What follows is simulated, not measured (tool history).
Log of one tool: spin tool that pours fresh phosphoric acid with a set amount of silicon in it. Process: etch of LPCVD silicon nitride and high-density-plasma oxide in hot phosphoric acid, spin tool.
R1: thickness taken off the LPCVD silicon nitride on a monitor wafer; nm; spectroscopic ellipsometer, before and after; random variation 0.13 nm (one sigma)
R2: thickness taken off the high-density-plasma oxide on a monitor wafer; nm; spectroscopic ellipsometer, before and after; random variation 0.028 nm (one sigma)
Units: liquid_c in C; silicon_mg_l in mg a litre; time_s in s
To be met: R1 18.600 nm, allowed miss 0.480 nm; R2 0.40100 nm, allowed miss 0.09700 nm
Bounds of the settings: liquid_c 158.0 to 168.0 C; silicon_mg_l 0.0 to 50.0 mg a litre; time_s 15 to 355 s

run 1 day=0.000 | liquid_c=163.0 silicon_mg_l=23.5 time_s=180 | R1=22.770 R2=0.58056
run 2 day=0.296 | liquid_c=163.0 silicon_mg_l=35.5 time_s=180 | R1=22.679 R2=0.30083
run 3 day=0.346 | liquid_c=162.5 silicon_mg_l=34.0 time_s=180 | R1=22.210 R2=0.31935
run 4 day=0.404 | liquid_c=161.5 silicon_mg_l=34.0 time_s=180 | R1=21.486 R2=0.30173
run 5 day=0.529 | liquid_c=161.0 silicon_mg_l=33.0 time_s=180 | R1=21.360 R2=0.33622
run 6 day=0.825 | liquid_c=161.0 silicon_mg_l=32.5 time_s=180 | R1=21.037 R2=0.32494
run 7 day=0.950 | liquid_c=160.5 silicon_mg_l=31.5 time_s=180 | R1=21.118 R2=0.31149
run 8 day=1.038 | liquid_c=160.5 silicon_mg_l=30.5 time_s=180 | R1=21.116 R2=0.36196
run 9 day=1.396 | liquid_c=160.5 silicon_mg_l=30.0 time_s=180 | R1=20.991 R2=0.34895
run 10 day=1.567 | liquid_c=160.5 silicon_mg_l=29.5 time_s=180 | R1=20.595 R2=0.33547
run 11 day=1.900 | liquid_c=160.5 silicon_mg_l=28.5 time_s=180 | R1=20.956 R2=0.35175
run 12 day=2.192 | liquid_c=160.5 silicon_mg_l=27.5 time_s=180 | R1=20.933 R2=0.39564
run 13 day=2.475 | liquid_c=160.5 silicon_mg_l=27.0 time_s=180 | R1=20.709 R2=0.35342
run 14 day=2.692 | liquid_c=160.5 silicon_mg_l=26.0 time_s=180 | R1=20.873 R2=0.35402
run 15 day=2.921 | liquid_c=160.5 silicon_mg_l=24.5 time_s=180 | R1=21.025 R2=0.33622
run 16 day=2.992 | liquid_c=160.5 silicon_mg_l=22.0 time_s=175 | R1=20.217 R2=0.48468
run 17 day=3.229 | liquid_c=159.5 silicon_mg_l=22.5 time_s=175 | R1=19.556 R2=0.39559
run 18 day=3.258 | liquid_c=159.5 silicon_mg_l=22.0 time_s=175 | R1=19.642 R2=0.38323
run 19 day=3.496 | liquid_c=159.5 silicon_mg_l=21.5 time_s=175 | R1=19.701 R2=0.35255
run 20 day=3.771 | liquid_c=159.5 silicon_mg_l=20.5 time_s=175 | R1=19.437 R2=0.42246
run 21 day=4.079 | liquid_c=159.0 silicon_mg_l=20.0 time_s=175 | R1=19.310 R2=0.41796

Which of these 4 next moves meets every target?
run A day=4.388 | liquid_c=160.0 silicon_mg_l=18.5 time_s=175 | R1=? R2=?
run B day=4.388 | liquid_c=160.0 silicon_mg_l=7.5 time_s=155 | R1=? R2=?
run C day=4.388 | liquid_c=158.0 silicon_mg_l=18.0 time_s=175 | R1=? R2=?
run D day=4.388 | liquid_c=161.5 silicon_mg_l=25.5 time_s=165 | R1=? R2=?

move=A R1=20.033 R2=0.44355
move=B R1=17.743 R2=0.51125
move=C R1=18.725 R2=0.38743
move=D R1=19.860 R2=0.37759
A: further off than the last run
B: takes the result that was furthest off past its target
C: meets every target
D: further off than the last run
Answer: C

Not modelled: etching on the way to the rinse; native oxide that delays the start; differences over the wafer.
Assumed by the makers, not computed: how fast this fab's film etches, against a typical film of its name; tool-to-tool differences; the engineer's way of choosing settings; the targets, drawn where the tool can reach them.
